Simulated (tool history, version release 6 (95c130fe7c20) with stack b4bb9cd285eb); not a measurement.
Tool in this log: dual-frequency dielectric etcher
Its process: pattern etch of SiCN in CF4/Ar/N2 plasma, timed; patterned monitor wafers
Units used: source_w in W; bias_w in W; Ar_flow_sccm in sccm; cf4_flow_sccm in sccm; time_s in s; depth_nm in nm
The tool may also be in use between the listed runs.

Run 1, hour 0: source_w 530 W, bias_w 51 W, Ar_flow_sccm 94 sccm, cf4_flow_sccm 48 sccm, time_s 101.5 s. Result: depth_nm 76.566 nm.
Run 2, hour 1.1: source_w 530 W, bias_w 51 W, Ar_flow_sccm 94 sccm, cf4_flow_sccm 54 sccm, time_s 101.5 s. Result: depth_nm 78.176 nm.
Run 3, hour 8: source_w 490 W, bias_w 50 W, Ar_flow_sccm 94 sccm, cf4_flow_sccm 54 sccm, time_s 101.5 s. Result: depth_nm 71.075 nm.
Run 4, hour 13.4: source_w 490 W, bias_w 50 W, Ar_flow_sccm 101 sccm, cf4_flow_sccm 54 sccm, time_s 101.5 s. Result: depth_nm 69.654 nm.
Run 5, hour 17: source_w 470 W, bias_w 50 W, Ar_flow_sccm 101 sccm, cf4_flow_sccm 54 sccm, time_s 101.5 s. Result: depth_nm 66.884 nm.
Run 6, hour 23.8: source_w 450 W, bias_w 50 W, Ar_flow_sccm 101 sccm, cf4_flow_sccm 54 sccm, time_s 101.5 s. Result: depth_nm 63.889 nm.
Run 7, hour 25.7: source_w 440 W, bias_w 50 W, Ar_flow_sccm 101 sccm, cf4_flow_sccm 54 sccm, time_s 101.5 s. Result: depth_nm 62.181 nm.

Run 8, settings as shown, results not yet in. Your forecast:
Run 8, hour 28: source_w 430 W, bias_w 50 W, Ar_flow_sccm 101 sccm, cf4_flow_sccm 54 sccm, time_s 101.5 s. Result: depth_nm ?.

{"run 8": {"depth_nm": 60.938}}
